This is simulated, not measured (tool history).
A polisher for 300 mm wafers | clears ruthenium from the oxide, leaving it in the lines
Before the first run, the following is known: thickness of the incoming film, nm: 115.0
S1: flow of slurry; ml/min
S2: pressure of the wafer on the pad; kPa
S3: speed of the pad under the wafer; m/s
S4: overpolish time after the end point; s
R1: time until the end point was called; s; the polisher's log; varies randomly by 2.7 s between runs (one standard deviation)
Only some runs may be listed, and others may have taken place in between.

| run | hour | S1 | S2 | S3 | S4 | R1 |
|---|---|---|---|---|---|---|
| 1 | 0 | 255 | 13.1 | 1.28 | 10 | 96.272 |
| 2 | 6.1 | 205 | 13.1 | 1.28 | 10 | 102.36 |
| 3 | 9.8 | 205 | 13.1 | 1.48 | 10 | 87.979 |
| 4 | 10.7 | 205 | 13.1 | 1.22 | 10 | 106.32 |
| 5 | 12.7 | 200 | 11.7 | 1.16 | 10 | 123.59 |
| 6 | 20.4 | 195 | 10.3 | 1.1 | 10 | 149.15 |
| 7 | 26.4 | 190 | 9.7 | 1.1 | 10 | 158.12 |
| 8 | 27.1 | 185 | 9 | 1.08 | 10 | 177.04 |

Run 9 comes next. What will it give?
| 9 | 31.9 | 185 | 8.3 | 1.08 | 10 | ? |

{"run 9": {"R1": 188.88}}
